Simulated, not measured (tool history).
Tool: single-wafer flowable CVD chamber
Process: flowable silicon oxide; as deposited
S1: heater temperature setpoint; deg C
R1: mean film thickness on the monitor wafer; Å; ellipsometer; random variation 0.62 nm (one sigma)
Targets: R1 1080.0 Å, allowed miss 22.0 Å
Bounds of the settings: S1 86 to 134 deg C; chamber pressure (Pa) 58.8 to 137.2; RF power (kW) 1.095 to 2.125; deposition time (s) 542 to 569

Run 1, hour 0.0: S1 110 deg C, chamber pressure (Pa) 98.0, RF power (kW) 1.610, deposition time (s) 569. Result: R1 2158.0 Å.
Run 2, hour 1.5: S1 114 deg C, chamber pressure (Pa) 97.9, RF power (kW) 1.610, deposition time (s) 569. Result: R1 1897.4 Å.
Run 3, hour 8.5: S1 114 deg C, chamber pressure (Pa) 105.6, RF power (kW) 1.610, deposition time (s) 569. Result: R1 2039.0 Å.
Run 4, hour 11.5: S1 114 deg C, chamber pressure (Pa) 105.6, RF power (kW) 1.610, deposition time (s) 569. Result: R1 2066.9 Å.
Run 5, hour 12.7: S1 114 deg C, chamber pressure (Pa) 96.9, RF power (kW) 1.610, deposition time (s) 569. Result: R1 1872.7 Å.
Run 6, hour 14.9: S1 114 deg C, chamber pressure (Pa) 96.9, RF power (kW) 1.610, deposition time (s) 542. Result: R1 1783.5 Å.
Run 7, hour 20.5: S1 117 deg C, chamber pressure (Pa) 96.9, RF power (kW) 1.610, deposition time (s) 542. Result: R1 1663.5 Å.
Run 8, hour 22.3: S1 120 deg C, chamber pressure (Pa) 96.8, RF power (kW) 1.610, deposition time (s) 542. Result: R1 1522.8 Å.
Run 9, hour 24.6: S1 122 deg C, chamber pressure (Pa) 96.8, RF power (kW) 1.610, deposition time (s) 542. Result: R1 1441.5 Å.
Run 10, hour 32.8: S1 124 deg C, chamber pressure (Pa) 96.8, RF power (kW) 1.610, deposition time (s) 542. Result: R1 1379.8 Å.
Run 11, hour 41.2: S1 126 deg C, chamber pressure (Pa) 96.8, RF power (kW) 1.610, deposition time (s) 542. Result: R1 1302.7 Å.
Run 12, hour 50.1: S1 127 deg C, chamber pressure (Pa) 96.8, RF power (kW) 1.610, deposition time (s) 542. Result: R1 1282.1 Å.
Run 13, hour 54.1: S1 128 deg C, chamber pressure (Pa) 96.8, RF power (kW) 1.610, deposition time (s) 542. Result: R1 1254.7 Å.
Run 14, hour 56.1: S1 129 deg C, chamber pressure (Pa) 96.8, RF power (kW) 1.610, deposition time (s) 542. Result: R1 1214.6 Å.
Run 15, hour 63.4: S1 130 deg C, chamber pressure (Pa) 96.8, RF power (kW) 1.610, deposition time (s) 542. Result: R1 1190.5 Å.
Run 16, hour 66.8: S1 131 deg C, chamber pressure (Pa) 96.8, RF power (kW) 1.610, deposition time (s) 542. Result: R1 1167.5 Å.
Run 17, hour 71.2: S1 132 deg C, chamber pressure (Pa) 96.7, RF power (kW) 1.610, deposition time (s) 542. Result: R1 1135.6 Å.
Run 18, hour 73.9: S1 133 deg C, chamber pressure (Pa) 96.7, RF power (kW) 1.610, deposition time (s) 542. Result: R1 1102.6 Å.

5 next moves are on the table. One of them brings every result within its allowed miss. Which?
Run A, hour 76.6: S1 133 deg C, chamber pressure (Pa) 86.0, RF power (kW) 1.815, deposition time (s) 569. Result: R1 ?.
Run B, hour 76.6: S1 132 deg C, chamber pressure (Pa) 96.8, RF power (kW) 1.760, deposition time (s) 542. Result: R1 ?.
Run C, hour 76.6: S1 129 deg C, chamber pressure (Pa) 91.9, RF power (kW) 1.375, deposition time (s) 561. Result: R1 ?.
Run D, hour 76.6: S1 130 deg C, chamber pressure (Pa) 99.1, RF power (kW) 1.340, deposition time (s) 542. Result: R1 ?.
Run E, hour 76.6: S1 124 deg C, chamber pressure (Pa) 75.1, RF power (kW) 1.650, deposition time (s) 569. Result: R1 ?.

move      R1
   A  1079.8
   B  1169.2
   C  1158.8
   D  1167.9
   E  1148.7
A: meets every target
B: further off than the last run
C: further off than the last run
D: further off than the last run
E: further off than the last run
The right move is A.

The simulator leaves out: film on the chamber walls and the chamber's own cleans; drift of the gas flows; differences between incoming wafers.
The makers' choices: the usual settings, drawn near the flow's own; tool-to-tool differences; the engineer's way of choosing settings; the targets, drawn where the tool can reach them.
